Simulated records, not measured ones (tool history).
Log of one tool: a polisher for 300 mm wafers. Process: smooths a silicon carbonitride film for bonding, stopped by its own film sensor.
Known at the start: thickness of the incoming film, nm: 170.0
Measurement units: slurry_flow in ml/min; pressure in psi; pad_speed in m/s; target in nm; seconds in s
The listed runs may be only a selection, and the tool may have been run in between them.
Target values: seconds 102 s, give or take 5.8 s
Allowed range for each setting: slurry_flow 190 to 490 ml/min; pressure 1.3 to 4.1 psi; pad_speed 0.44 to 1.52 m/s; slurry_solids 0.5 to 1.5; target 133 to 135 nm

| run | hour | slurry_flow | pressure | pad_speed | slurry_solids | target | seconds |
|---|---|---|---|---|---|---|---|
| 1 | 0 | 315 | 2.7 | 0.98 | 1 | 135 | 130.95 |
| 2 | 1.2 | 315 | 2.4 | 0.98 | 1 | 135 | 149.85 |
| 3 | 9.6 | 315 | 2.4 | 0.78 | 1 | 135 | 179.1 |
| 4 | 17.4 | 255 | 2.4 | 0.78 | 1 | 135 | 181.74 |
| 5 | 18.7 | 255 | 2.4 | 0.58 | 1 | 135 | 231.8 |
| 6 | 27.5 | 255 | 2.4 | 0.58 | 1.1 | 135 | 226.8 |
| 7 | 32.2 | 255 | 2.4 | 0.58 | 1.1 | 135 | 216.91 |
| 8 | 37.7 | 255 | 2.8 | 0.62 | 1.1 | 135 | 175.2 |
| 9 | 45.2 | 255 | 3.1 | 0.64 | 1.1 | 135 | 157.05 |
| 10 | 49.4 | 255 | 3.3 | 0.66 | 1.1 | 135 | 144.43 |
| 11 | 54.1 | 255 | 3.5 | 0.68 | 1.1 | 135 | 134.34 |
| 12 | 62.4 | 255 | 3.6 | 0.7 | 1.1 | 135 | 126.99 |
| 13 | 68.2 | 255 | 3.7 | 0.72 | 1.1 | 135 | 121.01 |
| 14 | 70.9 | 255 | 3.7 | 0.72 | 1.1 | 135 | 120.57 |
| 15 | 79 | 255 | 3.8 | 0.72 | 1.1 | 135 | 118.4 |
| 16 | 87 | 255 | 3.9 | 0.74 | 1.1 | 135 | 114.06 |
| 17 | 87.8 | 255 | 3.9 | 0.76 | 1.1 | 135 | 109.71 |
| 18 | 94.2 | 255 | 4 | 0.76 | 1.1 | 135 | 107.3 |
| 19 | 97.4 | 255 | 4 | 0.76 | 1.1 | 135 | 104.96 |

4 next moves are on the table. One of them brings every result within its allowed miss. Which?
| A | 100.6 | 355 | 3.3 | 1.02 | 1 | 135 | ? |
| B | 100.6 | 270 | 3.7 | 0.82 | 1.2 | 133 | ? |
| C | 100.6 | 240 | 3.8 | 0.86 | 0.9 | 135 | ? |
| D | 100.6 | 290 | 4.1 | 0.66 | 1.2 | 135 | ? |

| move | seconds |
|---|---|
| A | 103.52 |
| B | 111.76 |
| C | 110.28 |
| D | 113.14 |
A: hits every target within its allowed miss
B: the biggest miss grows against the last run
C: the biggest miss grows against the last run
D: the biggest miss grows against the last run
Answer: A
